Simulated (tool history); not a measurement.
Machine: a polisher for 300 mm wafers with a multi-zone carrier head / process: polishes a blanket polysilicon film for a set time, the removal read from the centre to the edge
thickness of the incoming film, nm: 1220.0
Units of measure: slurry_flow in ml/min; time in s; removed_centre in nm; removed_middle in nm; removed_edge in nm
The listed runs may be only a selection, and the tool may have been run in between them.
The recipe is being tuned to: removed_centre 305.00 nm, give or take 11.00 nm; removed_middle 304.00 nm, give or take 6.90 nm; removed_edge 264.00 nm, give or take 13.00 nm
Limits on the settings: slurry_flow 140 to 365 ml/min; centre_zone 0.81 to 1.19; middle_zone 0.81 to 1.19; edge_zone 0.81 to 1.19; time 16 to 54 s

run,day,slurry_flow,centre_zone,middle_zone,edge_zone,time,removed_centre,removed_middle,removed_edge
1,0.000,235,1.00,1.00,1.00,35,239.82,235.04,233.74
2,0.058,235,1.00,0.94,1.00,35,237.72,223.83,234.20
3,0.321,235,1.00,0.88,1.00,35,241.62,214.00,233.55
4,0.500,280,1.00,0.88,1.00,35,248.39,215.14,245.64
5,0.721,280,1.03,0.95,0.99,36,257.56,238.01,240.68
6,0.783,280,1.03,0.95,0.93,36,260.47,239.26,237.14
7,0.875,315,1.11,1.05,1.00,39,306.74,284.36,269.68
8,0.950,320,1.11,1.07,0.99,39,308.58,288.57,265.24
9,1.250,325,1.11,1.08,0.99,39,304.56,289.05,268.10
10,1.358,325,1.11,1.10,0.98,39,303.82,294.14,259.16

Of the 4 settings listed for the next run, only one would bring every result within its allowed miss of target. Which one?
A,1.467,335,1.11,1.05,0.99,39,?,?,?
B,1.467,340,1.04,1.05,1.04,41,?,?,?
C,1.467,285,1.09,1.12,0.93,40,?,?,?
D,1.467,360,1.09,1.05,0.95,39,?,?,?

move,removed_centre,removed_middle,removed_edge
A,312.62,283.58,274.11
B,310.71,298.59,295.00
C,310.12,302.52,269.90
D,309.75,285.40,270.43
A: misses by more than the last run did
B: brings the last run's worst result on target, with another outside its allowed miss
C: every result within its allowed miss
D: misses by more than the last run did
Correct choice: C, which meets every target
